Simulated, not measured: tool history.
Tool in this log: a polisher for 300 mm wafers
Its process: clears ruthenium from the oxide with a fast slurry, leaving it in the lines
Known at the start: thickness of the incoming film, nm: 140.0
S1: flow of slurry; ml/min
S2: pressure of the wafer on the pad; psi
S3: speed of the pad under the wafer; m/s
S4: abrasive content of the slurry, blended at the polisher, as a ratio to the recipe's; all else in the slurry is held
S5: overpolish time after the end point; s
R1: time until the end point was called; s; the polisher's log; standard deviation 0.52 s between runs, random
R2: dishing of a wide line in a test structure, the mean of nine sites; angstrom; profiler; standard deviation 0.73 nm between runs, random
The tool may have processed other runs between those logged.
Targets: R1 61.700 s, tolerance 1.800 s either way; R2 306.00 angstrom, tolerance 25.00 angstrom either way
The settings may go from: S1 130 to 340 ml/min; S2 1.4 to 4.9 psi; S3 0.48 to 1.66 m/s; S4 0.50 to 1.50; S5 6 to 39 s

run,day,S1,S2,S3,S4,S5,R1,R2
1,0.000,220,3.1,1.06,1.00,20,28.867,654.89
2,0.279,220,2.9,1.04,1.00,20,31.338,640.69
3,0.492,175,2.9,1.04,1.00,20,32.222,638.28
4,0.612,175,2.9,1.14,1.00,20,29.563,657.13
5,0.958,175,2.9,1.14,0.85,20,31.426,628.06
6,1.288,175,2.7,1.12,0.85,19,33.846,559.93
7,1.350,175,2.6,1.10,0.85,19,35.617,539.20
8,1.446,175,2.5,1.08,0.85,19,37.020,548.31
9,1.504,175,2.4,1.06,0.85,18,40.027,476.97
10,1.833,175,2.3,1.06,0.85,18,40.991,477.78
11,1.921,175,2.2,1.04,0.85,18,43.021,439.79
12,2.100,170,1.4,0.92,0.85,17,68.301,296.61
13,2.438,175,1.4,0.92,0.85,17,67.754,283.05

Which of these 5 next moves meets every target?
A,2.775,190,2.1,0.90,0.65,13,?,?
B,2.775,190,1.7,0.90,0.90,13,?,?
C,2.775,255,2.1,0.64,1.00,17,?,?
D,2.775,195,1.5,1.02,0.70,14,?,?
E,2.775,160,1.4,1.00,0.90,14,?,?

move,R1,R2
A,57.094,266.42
B,57.394,265.13
C,62.099,315.81
D,62.207,263.55
E,61.276,267.27
A: takes the biggest miss from the last run beyond its target
B: takes the biggest miss from the last run beyond its target
C: all results in spec
D: the furthest-off result lands on target, but another misses its tolerance
E: the furthest-off result lands on target, but another misses its tolerance
C is the move that brings every result within its allowed miss.
